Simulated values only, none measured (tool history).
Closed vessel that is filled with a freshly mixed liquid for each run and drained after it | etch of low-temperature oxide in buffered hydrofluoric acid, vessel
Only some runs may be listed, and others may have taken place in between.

| run | hour | temperature setpoint of the liquid (K) | parts of 40 % ammonium fluoride to one part of 49 % hydrofluoric acid (parts by volume) | time in the liquid (s) | thickness taken off the low-temperature oxide on a monitor wafer (nm) |
|---|---|---|---|---|---|
| 1 | 0 | 297.15 | 12 | 35 | 126.32 |
| 2 | 6.5 | 299.15 | 11.5 | 35 | 146.12 |
| 3 | 13.1 | 299.15 | 11.5 | 35 | 148.22 |
| 4 | 17.4 | 299.15 | 9 | 35 | 181.68 |
| 5 | 19.9 | 299.15 | 7.5 | 35 | 221.04 |
| 6 | 24.4 | 299.15 | 7.5 | 30 | 188.18 |
| 7 | 26.5 | 300.15 | 7.5 | 30 | 198.73 |
| 8 | 31.7 | 301.15 | 7.5 | 30 | 209.19 |

Forecast run 9:
| 9 | 37.1 | 301.65 | 7.5 | 30 | ? |

thickness taken off the low-temperature oxide on a monitor wafer (nm): 214.59
